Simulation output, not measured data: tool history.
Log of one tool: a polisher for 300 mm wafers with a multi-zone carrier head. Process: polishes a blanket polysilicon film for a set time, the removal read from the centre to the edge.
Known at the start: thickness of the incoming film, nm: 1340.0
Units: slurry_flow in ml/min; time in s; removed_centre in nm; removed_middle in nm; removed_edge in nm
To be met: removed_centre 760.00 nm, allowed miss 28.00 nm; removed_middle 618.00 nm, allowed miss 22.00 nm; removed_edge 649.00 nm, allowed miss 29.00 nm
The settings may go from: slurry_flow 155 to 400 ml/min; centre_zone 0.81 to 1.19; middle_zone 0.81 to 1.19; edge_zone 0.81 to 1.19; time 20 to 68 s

| run | hour | slurry_flow | centre_zone | middle_zone | edge_zone | time | removed_centre | removed_middle | removed_edge |
|---|---|---|---|---|---|---|---|---|---|
| 1 | 0.0 | 255 | 1.00 | 1.00 | 1.00 | 44 | 485.65 | 478.61 | 494.99 |
| 2 | 2.5 | 265 | 1.04 | 1.00 | 1.02 | 46 | 530.49 | 507.32 | 502.30 |
| 3 | 5.5 | 265 | 1.04 | 1.00 | 1.02 | 57 | 663.58 | 637.50 | 645.77 |
| 4 | 7.8 | 315 | 1.04 | 1.00 | 1.02 | 57 | 659.15 | 634.03 | 657.33 |
| 5 | 12.7 | 315 | 1.04 | 1.00 | 1.10 | 57 | 661.37 | 643.10 | 687.22 |
| 6 | 17.2 | 255 | 1.04 | 1.00 | 1.10 | 57 | 642.93 | 618.81 | 665.34 |
| 7 | 24.0 | 290 | 1.14 | 0.99 | 1.03 | 56 | 714.53 | 621.17 | 628.69 |
| 8 | 24.8 | 290 | 1.15 | 0.98 | 1.04 | 56 | 719.52 | 614.87 | 635.77 |

Which of these 4 next moves meets every target?
| A | 25.6 | 335 | 1.06 | 1.03 | 0.98 | 55 | ? | ? | ? |
| B | 25.6 | 290 | 1.04 | 0.92 | 1.06 | 59 | ? | ? | ? |
| C | 25.6 | 285 | 1.16 | 0.86 | 1.00 | 58 | ? | ? | ? |
| D | 25.6 | 290 | 1.19 | 0.98 | 1.06 | 57 | ? | ? | ? |

| move | removed_centre | removed_middle | removed_edge |
|---|---|---|---|
| A | 644.55 | 626.92 | 630.18 |
| B | 670.02 | 605.27 | 697.88 |
| C | 733.85 | 561.65 | 666.63 |
| D | 741.66 | 616.03 | 673.68 |
A: further off than the last run
B: further off than the last run
C: brings the result that was furthest off to its target, and leaves another outside
D: meets every target
The right move is D.

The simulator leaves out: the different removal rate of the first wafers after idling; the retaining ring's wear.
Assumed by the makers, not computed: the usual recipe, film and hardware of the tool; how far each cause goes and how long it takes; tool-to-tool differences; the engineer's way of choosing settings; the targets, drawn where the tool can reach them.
